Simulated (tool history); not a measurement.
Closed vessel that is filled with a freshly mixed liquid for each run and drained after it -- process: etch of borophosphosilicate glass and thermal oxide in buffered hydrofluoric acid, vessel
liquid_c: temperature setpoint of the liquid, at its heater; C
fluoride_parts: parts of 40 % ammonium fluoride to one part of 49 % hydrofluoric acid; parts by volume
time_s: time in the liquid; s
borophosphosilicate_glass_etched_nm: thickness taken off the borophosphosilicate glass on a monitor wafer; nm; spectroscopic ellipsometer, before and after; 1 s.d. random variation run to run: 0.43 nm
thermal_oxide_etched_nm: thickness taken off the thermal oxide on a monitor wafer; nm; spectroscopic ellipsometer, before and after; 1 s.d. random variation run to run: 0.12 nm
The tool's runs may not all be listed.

| run | hour | liquid_c | fluoride_parts | time_s | borophosphosilicate_glass_etched_nm | thermal_oxide_etched_nm |
|---|---|---|---|---|---|---|
| 1 | 0.0 | 24.0 | 21.5 | 60 | 94.366 | 32.698 |
| 2 | 5.3 | 22.0 | 24.5 | 60 | 76.319 | 27.292 |
| 3 | 10.9 | 21.0 | 26.5 | 55 | 63.476 | 21.955 |
| 4 | 18.2 | 19.5 | 27.5 | 55 | 56.096 | 19.592 |
| 5 | 19.0 | 18.5 | 28.5 | 55 | 51.562 | 18.416 |
| 6 | 25.1 | 17.0 | 28.5 | 55 | 46.849 | 16.801 |
| 7 | 33.9 | 17.0 | 29.0 | 55 | 47.519 | 16.584 |

Predict the results of run 8:
| 8 | 41.9 | 17.0 | 29.5 | 55 | ? | ? |

Run 8 yielded borophosphosilicate_glass_etched_nm 46.754 nm, thermal_oxide_etched_nm 16.428 nm.
